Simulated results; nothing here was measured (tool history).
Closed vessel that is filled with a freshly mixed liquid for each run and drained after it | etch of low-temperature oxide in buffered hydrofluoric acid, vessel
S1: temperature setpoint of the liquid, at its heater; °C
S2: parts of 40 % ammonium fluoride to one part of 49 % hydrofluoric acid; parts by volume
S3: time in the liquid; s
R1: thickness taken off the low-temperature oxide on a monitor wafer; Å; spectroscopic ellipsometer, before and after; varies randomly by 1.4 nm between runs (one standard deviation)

Run 1, day 0.000: S1 23.0 °C, S2 21.5 parts by volume, S3 95 s. Result: R1 965.52 Å.
Run 2, day 0.100: S1 23.0 °C, S2 23.5 parts by volume, S3 95 s. Result: R1 911.45 Å.
Run 3, day 0.396: S1 24.5 °C, S2 23.5 parts by volume, S3 95 s. Result: R1 989.13 Å.
Run 4, day 0.617: S1 24.5 °C, S2 23.5 parts by volume, S3 100 s. Result: R1 1034.00 Å.
Run 5, day 0.796: S1 27.5 °C, S2 23.5 parts by volume, S3 100 s. Result: R1 1233.00 Å.
Run 6, day 0.842: S1 28.5 °C, S2 21.5 parts by volume, S3 100 s. Result: R1 1373.70 Å.
Run 7, day 1.142: S1 28.5 °C, S2 21.5 parts by volume, S3 100 s. Result: R1 1355.70 Å.
Run 8, day 1.467: S1 29.0 °C, S2 19.0 parts by volume, S3 100 s. Result: R1 1570.30 Å.
Run 9, day 1.512: S1 29.0 °C, S2 19.0 parts by volume, S3 100 s. Result: R1 1568.70 Å.

What does the tool deliver on the next run?
Run 10, day 1.717: S1 29.5 °C, S2 18.0 parts by volume, S3 100 s. Result: R1 ?.

{"run 10": {"R1": 1695.3}}
